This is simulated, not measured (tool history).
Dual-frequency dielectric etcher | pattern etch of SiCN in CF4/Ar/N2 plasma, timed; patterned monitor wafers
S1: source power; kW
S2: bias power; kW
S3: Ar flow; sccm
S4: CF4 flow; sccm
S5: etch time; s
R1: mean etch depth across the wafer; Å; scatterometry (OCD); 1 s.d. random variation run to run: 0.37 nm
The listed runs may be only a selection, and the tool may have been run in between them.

{"run": 1, "day": 0.0, "S1": 0.46, "S2": 0.088, "S3": 93, "S4": 51, "S5": 97.0, "R1": 863.48}
{"run": 2, "day": 0.104, "S1": 0.46, "S2": 0.088, "S3": 99, "S4": 51, "S5": 97.0, "R1": 853.17}
{"run": 3, "day": 0.429, "S1": 0.46, "S2": 0.088, "S3": 99, "S4": 47, "S5": 97.0, "R1": 844.51}
{"run": 4, "day": 0.733, "S1": 0.53, "S2": 0.088, "S3": 99, "S4": 47, "S5": 97.0, "R1": 961.14}
{"run": 5, "day": 0.892, "S1": 0.53, "S2": 0.088, "S3": 91, "S4": 47, "S5": 97.0, "R1": 975.14}
{"run": 6, "day": 1.158, "S1": 0.59, "S2": 0.088, "S3": 91, "S4": 47, "S5": 97.0, "R1": 1071.8}

Predict the results of run 7:
{"run": 7, "day": 1.262, "S1": 0.53, "S2": 0.087, "S3": 91, "S4": 47, "S5": 97.0, "R1": "?"}

{"run 7": {"R1": 980.2}}
